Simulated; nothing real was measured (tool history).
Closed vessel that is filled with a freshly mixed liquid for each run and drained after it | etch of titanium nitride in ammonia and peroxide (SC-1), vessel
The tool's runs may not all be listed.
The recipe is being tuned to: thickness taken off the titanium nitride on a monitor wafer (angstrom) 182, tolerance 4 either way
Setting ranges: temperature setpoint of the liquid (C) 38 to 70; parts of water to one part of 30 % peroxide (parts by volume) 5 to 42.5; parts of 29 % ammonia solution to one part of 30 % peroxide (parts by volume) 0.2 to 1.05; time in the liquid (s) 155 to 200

| run | hour | temperature setpoint of the liquid (C) | parts of water to one part of 30 % peroxide (parts by volume) | parts of 29 % ammonia solution to one part of 30 % peroxide (parts by volume) | time in the liquid (s) | thickness taken off the titanium nitride on a monitor wafer (angstrom) |
|---|---|---|---|---|---|---|
| 1 | 0 | 54 | 23.5 | 0.55 | 200 | 71.404 |
| 2 | 3.7 | 54 | 23.5 | 0.55 | 155 | 55.635 |
| 3 | 12.4 | 58.5 | 22.5 | 0.55 | 155 | 75.831 |
| 4 | 20 | 58.5 | 22.5 | 0.55 | 155 | 76.39 |
| 5 | 22.4 | 61.5 | 20 | 0.55 | 155 | 99.953 |
| 6 | 28.2 | 57.5 | 20 | 0.55 | 155 | 76.802 |
| 7 | 37.6 | 61 | 18.5 | 0.55 | 155 | 101.62 |
| 8 | 38.8 | 63.5 | 18 | 0.55 | 155 | 120.71 |
| 9 | 47.8 | 65.5 | 18 | 0.55 | 155 | 135.63 |
| 10 | 51.6 | 67 | 18 | 0.55 | 155 | 149.64 |
| 11 | 54.9 | 67 | 18 | 0.55 | 155 | 150.55 |
| 12 | 56.4 | 68 | 18 | 0.55 | 155 | 158.47 |
| 13 | 60.1 | 68.5 | 18 | 0.55 | 155 | 166.44 |
| 14 | 68.6 | 69 | 18 | 0.55 | 155 | 169.36 |
| 15 | 77.1 | 69.5 | 18 | 0.55 | 155 | 173.75 |

Which single option among these 4 for the next run brings every result within its allowed miss of target? Just one does.
| A | 85.6 | 67 | 18 | 0.45 | 185 | ? |
| B | 85.6 | 67 | 13.5 | 0.55 | 155 | ? |
| C | 85.6 | 67.5 | 13 | 0.35 | 165 | ? |
| D | 85.6 | 69.5 | 24 | 0.65 | 170 | ? |

| move | thickness taken off the titanium nitride on a monitor wafer (angstrom) |
|---|---|
| A | 173.81 |
| B | 176.81 |
| C | 182.58 |
| D | 170.21 |
A: just as far off the targets as the last run
B: gains on the last run, yet a result remains outside its allowed miss
C: each result inside its tolerance
D: further off than the last run
Correct choice: C, which meets every target

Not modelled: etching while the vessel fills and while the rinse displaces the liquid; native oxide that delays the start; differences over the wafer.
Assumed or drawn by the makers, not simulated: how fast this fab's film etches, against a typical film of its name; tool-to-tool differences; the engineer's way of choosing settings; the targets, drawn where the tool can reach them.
